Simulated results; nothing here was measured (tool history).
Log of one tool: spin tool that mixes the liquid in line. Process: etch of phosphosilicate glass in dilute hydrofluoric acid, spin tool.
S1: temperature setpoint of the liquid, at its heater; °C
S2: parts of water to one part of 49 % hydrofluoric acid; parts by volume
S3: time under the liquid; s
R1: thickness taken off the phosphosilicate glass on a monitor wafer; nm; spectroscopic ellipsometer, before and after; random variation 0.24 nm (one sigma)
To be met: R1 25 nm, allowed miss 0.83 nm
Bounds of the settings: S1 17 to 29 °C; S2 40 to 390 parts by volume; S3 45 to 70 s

| run | hour | S1 | S2 | S3 | R1 |
|---|---|---|---|---|---|
| 1 | 0 | 21 | 215 | 70 | 16.295 |
| 2 | 5 | 22.5 | 210 | 70 | 17.795 |
| 3 | 8.4 | 24 | 205 | 70 | 19.252 |
| 4 | 9.3 | 22.5 | 205 | 70 | 18.253 |
| 5 | 11.4 | 24 | 200 | 70 | 19.773 |
| 6 | 12.8 | 25 | 195 | 70 | 21.133 |
| 7 | 17.5 | 26 | 195 | 70 | 21.993 |
| 8 | 20.9 | 26.5 | 195 | 70 | 22.976 |
| 9 | 22.6 | 27 | 195 | 70 | 23.209 |
| 10 | 24.5 | 27.5 | 195 | 70 | 23.424 |
| 11 | 27.2 | 28 | 195 | 70 | 23.44 |
| 12 | 29.2 | 29 | 185 | 70 | 26.501 |

Which of these 5 next moves meets every target?
| A | 31.2 | 29 | 205 | 70 | ? |
| B | 31.2 | 28.5 | 130 | 45 | ? |
| C | 31.2 | 28 | 140 | 45 | ? |
| D | 31.2 | 27.5 | 200 | 70 | ? |
| E | 31.2 | 29 | 180 | 70 | ? |

| move | R1 |
|---|---|
| A | 23.387 |
| B | 25.567 |
| C | 23.007 |
| D | 22.874 |
| E | 27.455 |
A: takes the result that was furthest off past its target
B: meets every target
C: takes the result that was furthest off past its target
D: takes the result that was furthest off past its target
E: further off than the last run
Answer: B
